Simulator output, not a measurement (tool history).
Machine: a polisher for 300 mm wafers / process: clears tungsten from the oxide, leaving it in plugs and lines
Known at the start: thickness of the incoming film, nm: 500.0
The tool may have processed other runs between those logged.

run,hour,flow of slurry (ml/min),pressure of the wafer on the pad (kPa),speed of the pad under the wafer (cm/s),abrasive content of the slurry,overpolish time after the end point (s),time until the end point was called (s)
1,0,305,29.6,128,1,4,86.434
2,1.3,305,29.6,128,1,4,87.823
3,9.1,305,27.6,126,1,4,95.902
4,12,305,26.2,126,1,4,99.382
5,13.3,305,24.8,126,1,4,106.22
6,19.7,305,24.1,126,1,4,108.99

Expected results for the next run?
7,20.8,305,23.4,126,1,4,?

{"run 7": {"time until the end point was called (s)": 112.16}}
